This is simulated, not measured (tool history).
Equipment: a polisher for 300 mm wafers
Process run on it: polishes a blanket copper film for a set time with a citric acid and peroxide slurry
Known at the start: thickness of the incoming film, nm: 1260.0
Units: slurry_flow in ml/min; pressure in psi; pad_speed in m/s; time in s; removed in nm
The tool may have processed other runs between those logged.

run	hour	slurry_flow	pressure	pad_speed	slurry_solids	time	removed
1	0.0	290	2.8	0.94	1.0	77	130.470
2	1.6	290	2.4	0.92	1.0	77	115.940
3	8.1	290	2.1	0.90	1.0	77	105.950
4	13.9	290	1.9	0.88	1.0	77	95.427
5	22.9	290	1.8	0.88	1.0	77	92.767
6	30.9	290	1.8	0.88	1.0	81	95.695
7	34.4	290	1.7	0.88	1.0	81	93.092

Forecast run 8:
8	41.4	290	1.6	0.88	1.0	81	?

removed: 90.536 nm

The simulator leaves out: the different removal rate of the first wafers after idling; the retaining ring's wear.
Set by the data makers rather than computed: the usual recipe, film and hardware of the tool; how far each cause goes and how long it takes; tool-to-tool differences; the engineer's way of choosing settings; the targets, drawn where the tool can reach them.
